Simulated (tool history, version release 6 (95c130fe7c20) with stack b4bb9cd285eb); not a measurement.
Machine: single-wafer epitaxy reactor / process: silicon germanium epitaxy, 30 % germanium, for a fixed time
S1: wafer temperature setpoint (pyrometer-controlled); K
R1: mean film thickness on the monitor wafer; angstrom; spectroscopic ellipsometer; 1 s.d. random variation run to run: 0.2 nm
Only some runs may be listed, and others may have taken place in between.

run 1 hour=0 | S1=888.15 chamber_pressure_(mTorr)=19900 | R1=776.75
run 2 hour=5.3 | S1=883.15 chamber_pressure_(mTorr)=19900 | R1=700.34
run 3 hour=14.2 | S1=880.15 chamber_pressure_(mTorr)=19900 | R1=658.63
run 4 hour=17.7 | S1=877.15 chamber_pressure_(mTorr)=19900 | R1=626.05
run 5 hour=21.2 | S1=884.15 chamber_pressure_(mTorr)=19900 | R1=720.3
run 6 hour=21.9 | S1=894.15 chamber_pressure_(mTorr)=19900 | R1=882.57
run 7 hour=26.5 | S1=888.15 chamber_pressure_(mTorr)=19900 | R1=777.11
run 8 hour=35 | S1=884.15 chamber_pressure_(mTorr)=19900 | R1=717.36
run 9 hour=37.7 | S1=880.15 chamber_pressure_(mTorr)=19900 | R1=663.3
run 10 hour=40.6 | S1=877.15 chamber_pressure_(mTorr)=19900 | R1=622.61
run 11 hour=41.3 | S1=875.15 chamber_pressure_(mTorr)=19900 | R1=595.67
run 12 hour=46.3 | S1=874.15 chamber_pressure_(mTorr)=19900 | R1=585.95

For run 13, what comes out?
-- hour=48.7 capacitance manometer re-zeroed and calibrated
run 13 hour=48.7 | S1=873.15 chamber_pressure_(mTorr)=19900 | R1=?

Run 13 came out at R1 564.1 angstrom.

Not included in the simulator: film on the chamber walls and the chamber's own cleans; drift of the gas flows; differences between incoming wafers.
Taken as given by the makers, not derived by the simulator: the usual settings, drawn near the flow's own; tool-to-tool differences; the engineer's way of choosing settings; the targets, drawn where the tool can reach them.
